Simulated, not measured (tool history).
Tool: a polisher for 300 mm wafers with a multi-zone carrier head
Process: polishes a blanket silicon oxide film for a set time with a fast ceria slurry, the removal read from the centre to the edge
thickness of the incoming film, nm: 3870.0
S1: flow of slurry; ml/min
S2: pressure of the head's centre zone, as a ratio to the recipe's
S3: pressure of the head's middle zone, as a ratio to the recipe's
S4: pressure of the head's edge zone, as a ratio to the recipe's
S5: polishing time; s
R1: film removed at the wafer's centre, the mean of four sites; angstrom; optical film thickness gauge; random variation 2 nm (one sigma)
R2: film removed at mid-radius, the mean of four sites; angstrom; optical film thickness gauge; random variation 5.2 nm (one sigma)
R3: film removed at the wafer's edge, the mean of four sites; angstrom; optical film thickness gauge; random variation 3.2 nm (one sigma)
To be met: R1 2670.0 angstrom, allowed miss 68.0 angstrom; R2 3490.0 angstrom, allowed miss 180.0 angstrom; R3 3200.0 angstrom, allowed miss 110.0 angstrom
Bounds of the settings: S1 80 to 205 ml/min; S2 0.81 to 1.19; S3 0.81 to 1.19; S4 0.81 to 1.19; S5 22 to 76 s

Run 1, day 0.000: S1 135 ml/min, S2 1.00, S3 1.00, S4 1.00, S5 49 s. Result: R1 4271.8 angstrom, R2 4280.5 angstrom, R3 4442.2 angstrom.
Run 2, day 0.267: S1 135 ml/min, S2 1.00, S3 1.00, S4 0.97, S5 49 s. Result: R1 4221.3 angstrom, R2 4317.1 angstrom, R3 4395.7 angstrom.
Run 3, day 0.433: S1 135 ml/min, S2 1.00, S3 1.00, S4 0.97, S5 58 s. Result: R1 5075.3 angstrom, R2 5135.3 angstrom, R3 5187.1 angstrom.
Run 4, day 0.762: S1 135 ml/min, S2 1.00, S3 1.00, S4 0.97, S5 65 s. Result: R1 5662.1 angstrom, R2 5770.2 angstrom, R3 5834.5 angstrom.
Run 5, day 0.804: S1 145 ml/min, S2 1.00, S3 1.00, S4 0.97, S5 65 s. Result: R1 5745.4 angstrom, R2 5912.4 angstrom, R3 5966.8 angstrom.
Run 6, day 0.983: S1 140 ml/min, S2 0.98, S3 1.01, S4 0.96, S5 62 s. Result: R1 5372.6 angstrom, R2 5689.3 angstrom, R3 5521.7 angstrom.
At day 1.250: slurry nozzle cleaned.
Run 7, day 1.250: S1 140 ml/min, S2 0.98, S3 1.01, S4 0.96, S5 62 s. Result: R1 6007.1 angstrom, R2 6194.0 angstrom, R3 5874.0 angstrom.
Run 8, day 1.350: S1 105 ml/min, S2 0.88, S3 1.06, S4 0.92, S5 48 s. Result: R1 3829.9 angstrom, R2 4489.8 angstrom, R3 4251.4 angstrom.
Run 9, day 1.433: S1 105 ml/min, S2 0.87, S3 1.07, S4 0.92, S5 46 s. Result: R1 3633.8 angstrom, R2 4401.2 angstrom, R3 3998.8 angstrom.
Run 10, day 1.771: S1 105 ml/min, S2 0.86, S3 1.07, S4 0.93, S5 45 s. Result: R1 3513.8 angstrom, R2 4331.7 angstrom, R3 3974.8 angstrom.
Run 11, day 1.862: S1 105 ml/min, S2 0.86, S3 1.07, S4 0.93, S5 44 s. Result: R1 3417.1 angstrom, R2 4248.1 angstrom, R3 3964.1 angstrom.
Run 12, day 2.000: S1 105 ml/min, S2 0.86, S3 1.07, S4 0.93, S5 43 s. Result: R1 3369.3 angstrom, R2 4126.4 angstrom, R3 3833.7 angstrom.
Run 13, day 2.317: S1 105 ml/min, S2 0.85, S3 1.07, S4 0.93, S5 42 s. Result: R1 3196.2 angstrom, R2 4014.5 angstrom, R3 3698.5 angstrom.
Run 14, day 2.588: S1 105 ml/min, S2 0.85, S3 1.07, S4 0.93, S5 41 s. Result: R1 3145.4 angstrom, R2 3965.6 angstrom, R3 3638.3 angstrom.
Run 15, day 2.758: S1 85 ml/min, S2 0.81, S3 1.05, S4 0.89, S5 36 s. Result: R1 2423.7 angstrom, R2 3175.6 angstrom, R3 2991.4 angstrom.
Run 16, day 3.088: S1 90 ml/min, S2 0.81, S3 1.05, S4 0.89, S5 36 s. Result: R1 2492.6 angstrom, R2 3170.6 angstrom, R3 2990.9 angstrom.
Run 17, day 3.358: S1 90 ml/min, S2 0.81, S3 1.05, S4 0.90, S5 36 s. Result: R1 2513.5 angstrom, R2 3276.5 angstrom, R3 3048.4 angstrom.

Which of these 5 next moves meets every target?
Run A, day 3.629: S1 80 ml/min, S2 0.86, S3 0.97, S4 0.97, S5 37 s. Result: R1 ?, R2 ?, R3 ?.
Run B, day 3.629: S1 130 ml/min, S2 0.84, S3 0.94, S4 0.90, S5 34 s. Result: R1 ?, R2 ?, R3 ?.
Run C, day 3.629: S1 85 ml/min, S2 0.81, S3 1.10, S4 0.85, S5 36 s. Result: R1 ?, R2 ?, R3 ?.
Run D, day 3.629: S1 85 ml/min, S2 0.97, S3 1.19, S4 0.86, S5 34 s. Result: R1 ?, R2 ?, R3 ?.
Run E, day 3.629: S1 80 ml/min, S2 0.84, S3 1.10, S4 0.87, S5 39 s. Result: R1 ?, R2 ?, R3 ?.

move      R1      R2      R3
   A  2547.3  2895.3  3159.7
   B  2754.0  3042.7  3124.3
   C  2416.8  3216.8  2935.6
   D  2705.0  3248.3  2783.7
   E  2628.9  3396.3  3161.3
A: further off than the last run
B: takes the result that was furthest off past its target
C: further off than the last run
D: brings the result that was furthest off to its target, and leaves another outside
E: meets every target
Move E is the one to make.
